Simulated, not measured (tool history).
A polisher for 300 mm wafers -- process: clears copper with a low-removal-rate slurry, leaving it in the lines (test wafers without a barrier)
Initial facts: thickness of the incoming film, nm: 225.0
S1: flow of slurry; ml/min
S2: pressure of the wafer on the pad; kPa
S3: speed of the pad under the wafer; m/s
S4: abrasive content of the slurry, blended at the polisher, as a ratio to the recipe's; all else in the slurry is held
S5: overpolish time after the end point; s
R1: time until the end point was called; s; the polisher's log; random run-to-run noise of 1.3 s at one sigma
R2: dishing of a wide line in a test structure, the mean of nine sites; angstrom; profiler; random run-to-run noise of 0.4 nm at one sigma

run	day	S1	S2	S3	S4	S5	R1	R2
1	0.000	295	17.9	1.00	1.0	10	73.301	225.72
2	0.029	295	17.9	0.90	1.0	10	81.793	205.12
3	0.296	295	17.9	0.90	1.0	14	82.080	280.70
4	0.438	295	13.8	0.90	1.0	14	105.630	216.61
5	0.708	295	13.1	0.90	1.0	14	108.950	209.09
6	0.988	295	12.4	0.90	1.0	14	116.080	196.90
7	1.325	295	12.4	0.90	1.0	14	115.580	201.43

Run 8 has not been measured yet. What should we expect?
8	1.688	295	11.7	0.90	1.0	14	?	?

{"run 8": {"R1": 123.72, "R2": 190.87}}

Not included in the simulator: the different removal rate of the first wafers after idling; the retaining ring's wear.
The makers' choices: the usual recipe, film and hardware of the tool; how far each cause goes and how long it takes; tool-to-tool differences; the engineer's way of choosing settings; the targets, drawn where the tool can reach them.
